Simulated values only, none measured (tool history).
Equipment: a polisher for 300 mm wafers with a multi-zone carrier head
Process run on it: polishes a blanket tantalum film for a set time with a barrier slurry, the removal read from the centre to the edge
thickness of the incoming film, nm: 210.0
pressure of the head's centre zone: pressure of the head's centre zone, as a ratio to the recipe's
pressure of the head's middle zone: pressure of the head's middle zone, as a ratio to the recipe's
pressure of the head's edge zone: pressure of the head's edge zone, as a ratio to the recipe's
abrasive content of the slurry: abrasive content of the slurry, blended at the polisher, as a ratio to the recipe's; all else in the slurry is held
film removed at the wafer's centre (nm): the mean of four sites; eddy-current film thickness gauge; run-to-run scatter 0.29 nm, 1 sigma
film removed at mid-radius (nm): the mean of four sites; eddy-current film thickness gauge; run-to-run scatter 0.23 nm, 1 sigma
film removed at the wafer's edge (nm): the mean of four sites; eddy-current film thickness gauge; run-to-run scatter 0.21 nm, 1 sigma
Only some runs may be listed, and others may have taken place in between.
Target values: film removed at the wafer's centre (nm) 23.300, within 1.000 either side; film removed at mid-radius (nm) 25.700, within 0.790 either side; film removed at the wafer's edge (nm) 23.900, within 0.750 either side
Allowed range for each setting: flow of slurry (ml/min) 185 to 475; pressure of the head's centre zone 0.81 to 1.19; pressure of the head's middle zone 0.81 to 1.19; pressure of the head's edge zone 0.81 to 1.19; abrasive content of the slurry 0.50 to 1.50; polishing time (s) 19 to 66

run  hour  flow of slurry (ml/min)  pressure of the head's centre zone  pressure of the head's middle zone  pressure of the head's edge zone  abrasive content of the slurry  polishing time (s)  film removed at the wafer's centre (nm)  film removed at mid-radius (nm)  film removed at the wafer's edge (nm)
  1   0.0                      305                                1.00                                1.00                              1.00                            1.00                  42                                   35.812                           36.106                                 37.934
  2   4.1                      305                                1.00                                1.04                              1.00                            1.00                  42                                   35.341                           37.049                                 36.889
  3  12.3                      300                                0.99                                1.04                              0.97                            0.85                  39                                   31.458                           32.753                                 32.412
  4  16.0                      295                                0.97                                1.04                              0.94                            0.75                  37                                   28.779                           29.977                                 29.127
  5  23.9                      295                                0.97                                1.04                              0.94                            0.95                  37                                   30.435                           31.988                                 31.793
  6  26.8                      295                                0.95                                1.05                              0.93                            0.85                  36                                   27.509                           30.326                                 29.756
  7  27.5                      295                                0.94                                1.05                              0.91                            0.75                  35                                   26.767                           28.509                                 27.689
  8  29.8                      290                                0.92                                1.06                              0.89                            0.70                  35                                   24.766                           27.999                                 26.695
  9  35.1                      280                                0.96                                1.04                              0.81                            0.50                  34                                   23.096                           24.773                                 22.278
 10  40.4                      290                                0.95                                1.04                              0.83                            0.50                  34                                   22.219                           24.561                                 22.964
 11  41.8                      295                                0.96                                1.05                              0.84                            0.50                  34                                   23.205                           24.766                                 23.133

4 candidate next runs follow, results not yet known. Just one meets every target within its allowed miss. Identify it.
  A  43.2                      230                                0.98                                1.04                              0.92                            0.55                  33                                        ?                                ?                                      ?
  B  43.2                      315                                0.88                                1.05                              0.94                            0.50                  33                                        ?                                ?                                      ?
  C  43.2                      260                                0.94                                1.07                              0.84                            0.50                  35                                        ?                                ?                                      ?
  D  43.2                      260                                0.81                                1.15                              0.82                            0.55                  35                                        ?                                ?                                      ?

move  film removed at the wafer's centre (nm)  film removed at mid-radius (nm)  film removed at the wafer's edge (nm)
   A                                   22.961                           23.896                                 23.987
   B                                   20.632                           24.037                                 24.042
   C                                   22.998                           25.443                                 23.940
   D                                   20.346                           27.558                                 24.318
A: moves away from the targets compared with the last run
B: moves away from the targets compared with the last run
C: each result inside its tolerance
D: takes the result that was furthest off past its target
C meets every target.
